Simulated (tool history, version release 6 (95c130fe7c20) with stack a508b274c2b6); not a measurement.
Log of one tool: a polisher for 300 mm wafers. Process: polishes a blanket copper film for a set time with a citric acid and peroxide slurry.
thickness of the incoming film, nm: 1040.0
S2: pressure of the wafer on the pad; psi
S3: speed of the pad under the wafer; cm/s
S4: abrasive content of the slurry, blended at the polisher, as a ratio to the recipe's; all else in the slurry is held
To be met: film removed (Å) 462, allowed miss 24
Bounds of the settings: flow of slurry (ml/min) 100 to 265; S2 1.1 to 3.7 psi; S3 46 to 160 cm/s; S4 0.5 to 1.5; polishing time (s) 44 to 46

Run 1, day 0: flow of slurry (ml/min) 170, S2 2.4 psi, S3 102 cm/s, S4 1, polishing time (s) 44. Result: film removed (Å) 839.57.
Run 2, day 0.171: flow of slurry (ml/min) 170, S2 2.1 psi, S3 100 cm/s, S4 1, polishing time (s) 44. Result: film removed (Å) 721.02.
Run 3, day 0.242: flow of slurry (ml/min) 170, S2 2.1 psi, S3 100 cm/s, S4 0.8, polishing time (s) 44. Result: film removed (Å) 694.3.
Run 4, day 0.408: flow of slurry (ml/min) 170, S2 1.9 psi, S3 98 cm/s, S4 0.8, polishing time (s) 44. Result: film removed (Å) 614.95.
Run 5, day 0.667: flow of slurry (ml/min) 170, S2 1.8 psi, S3 98 cm/s, S4 0.8, polishing time (s) 44. Result: film removed (Å) 596.28.
Run 6, day 1: flow of slurry (ml/min) 170, S2 1.8 psi, S3 114 cm/s, S4 0.8, polishing time (s) 44. Result: film removed (Å) 684.93.
At day 1.296: slurry blender recalibrated.
Run 7, day 1.296: flow of slurry (ml/min) 170, S2 1.6 psi, S3 112 cm/s, S4 0.8, polishing time (s) 44. Result: film removed (Å) 611.79.
Run 8, day 1.638: flow of slurry (ml/min) 170, S2 1.5 psi, S3 110 cm/s, S4 0.8, polishing time (s) 44. Result: film removed (Å) 569.37.
Run 9, day 1.775: flow of slurry (ml/min) 170, S2 1.4 psi, S3 110 cm/s, S4 0.8, polishing time (s) 44. Result: film removed (Å) 543.85.
Run 10, day 1.908: flow of slurry (ml/min) 170, S2 1.3 psi, S3 110 cm/s, S4 0.8, polishing time (s) 44. Result: film removed (Å) 513.04.

Which of these 5 next moves meets every target?
Run A, day 2.042: flow of slurry (ml/min) 165, S2 1.3 psi, S3 116 cm/s, S4 0.75, polishing time (s) 45. Result: film removed (Å) ?.
Run B, day 2.042: flow of slurry (ml/min) 150, S2 1.5 psi, S3 116 cm/s, S4 0.65, polishing time (s) 46. Result: film removed (Å) ?.
Run C, day 2.042: flow of slurry (ml/min) 175, S2 1.4 psi, S3 110 cm/s, S4 0.8, polishing time (s) 45. Result: film removed (Å) ?.
Run D, day 2.042: flow of slurry (ml/min) 150, S2 1.5 psi, S3 110 cm/s, S4 0.7, polishing time (s) 46. Result: film removed (Å) ?.
Run E, day 2.042: flow of slurry (ml/min) 150, S2 1.3 psi, S3 100 cm/s, S4 0.95, polishing time (s) 44. Result: film removed (Å) ?.

move  film removed (Å)
   A            522.54
   B            584.19
   C            545.51
   D             565.1
   E            463.31
A: further off than the last run
B: further off than the last run
C: further off than the last run
D: further off than the last run
E: meets every target
Move E is the one to make.

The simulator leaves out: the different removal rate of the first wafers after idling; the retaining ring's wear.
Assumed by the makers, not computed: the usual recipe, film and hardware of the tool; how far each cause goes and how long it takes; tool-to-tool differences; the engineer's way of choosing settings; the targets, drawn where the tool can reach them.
